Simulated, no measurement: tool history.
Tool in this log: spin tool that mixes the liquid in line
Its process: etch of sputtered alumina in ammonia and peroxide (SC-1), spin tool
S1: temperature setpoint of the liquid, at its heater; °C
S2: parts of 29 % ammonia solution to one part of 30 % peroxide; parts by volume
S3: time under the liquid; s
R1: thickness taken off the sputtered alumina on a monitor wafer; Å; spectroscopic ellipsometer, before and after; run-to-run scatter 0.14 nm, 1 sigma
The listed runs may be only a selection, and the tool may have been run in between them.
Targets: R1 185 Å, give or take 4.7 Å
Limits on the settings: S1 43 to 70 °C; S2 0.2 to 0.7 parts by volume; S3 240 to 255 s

Run 1, hour 0: S1 59 °C, S2 0.4 parts by volume, S3 240 s. Result: R1 152.66 Å.
Run 2, hour 1: S1 59.5 °C, S2 0.4 parts by volume, S3 240 s. Result: R1 157.28 Å.
Run 3, hour 2.8: S1 59.5 °C, S2 0.5 parts by volume, S3 240 s. Result: R1 161.92 Å.
Run 4, hour 4.8: S1 60 °C, S2 0.5 parts by volume, S3 240 s. Result: R1 166.2 Å.
Run 5, hour 13.8: S1 60 °C, S2 0.45 parts by volume, S3 240 s. Result: R1 162.48 Å.
Run 6, hour 17.8: S1 60.5 °C, S2 0.45 parts by volume, S3 240 s. Result: R1 167.27 Å.
Run 7, hour 26.3: S1 61 °C, S2 0.45 parts by volume, S3 240 s. Result: R1 171.23 Å.
Run 8, hour 27.1: S1 61.5 °C, S2 0.45 parts by volume, S3 240 s. Result: R1 175.97 Å.

Of the 4 settings listed for the next run, only one would bring every result within its allowed miss of target. Which one?
Run A, hour 27.9: S1 61 °C, S2 0.45 parts by volume, S3 245 s. Result: R1 ?.
Run B, hour 27.9: S1 62.5 °C, S2 0.45 parts by volume, S3 240 s. Result: R1 ?.
Run C, hour 27.9: S1 62.5 °C, S2 0.3 parts by volume, S3 240 s. Result: R1 ?.
Run D, hour 27.9: S1 63.5 °C, S2 0.45 parts by volume, S3 245 s. Result: R1 ?.

move      R1
   A  174.52
   B  184.48
   C  177.54
   D  198.04
A: moves away from the targets compared with the last run
B: all results land within tolerance of their targets
C: moves toward the targets from the last run without getting all of them in spec
D: moves the result that the last run missed by most past its target, out the other side
Correct choice: B, which meets every target
